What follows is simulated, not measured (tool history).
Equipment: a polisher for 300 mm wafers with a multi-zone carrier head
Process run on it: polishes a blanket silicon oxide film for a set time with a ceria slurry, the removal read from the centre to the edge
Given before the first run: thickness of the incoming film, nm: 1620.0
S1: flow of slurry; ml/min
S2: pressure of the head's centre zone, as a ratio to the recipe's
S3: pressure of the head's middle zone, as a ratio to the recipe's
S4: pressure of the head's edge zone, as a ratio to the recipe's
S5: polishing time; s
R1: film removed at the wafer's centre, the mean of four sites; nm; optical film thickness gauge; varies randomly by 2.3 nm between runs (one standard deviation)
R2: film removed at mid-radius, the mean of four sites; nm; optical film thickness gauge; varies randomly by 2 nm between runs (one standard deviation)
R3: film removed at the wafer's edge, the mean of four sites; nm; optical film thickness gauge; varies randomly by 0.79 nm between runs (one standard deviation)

run  hour   S1    S2    S3    S4  S5      R1      R2      R3
  1     0  195     1     1     1  79  231.57  232.58  237.74
  2   7.6  190  1.03     1  0.95  68  197.26  198.41  198.26
  3  16.2  200  1.07     1  0.91  61  189.05  177.58  176.43
  4  20.6  195  1.09  1.01  0.88  56  182.46  167.67  159.74
  5  23.9  185  1.09  1.01  0.86  53  166.76  156.45  147.71
  6  31.9  230  1.09  1.01  0.86  53  172.26  155.64  150.78
  7  33.1  190  1.12  1.02  0.81  42  138.44  124.04  113.88
  8  35.9  245  1.11  1.04  0.83  42   141.8  132.66  118.91

What will run 9 give?
  9  44.8  245  1.12  1.04  0.85  42   ?   ?   ?

{"run 9": {"R1": 144.49, "R2": 128.46, "R3": 119.77}}
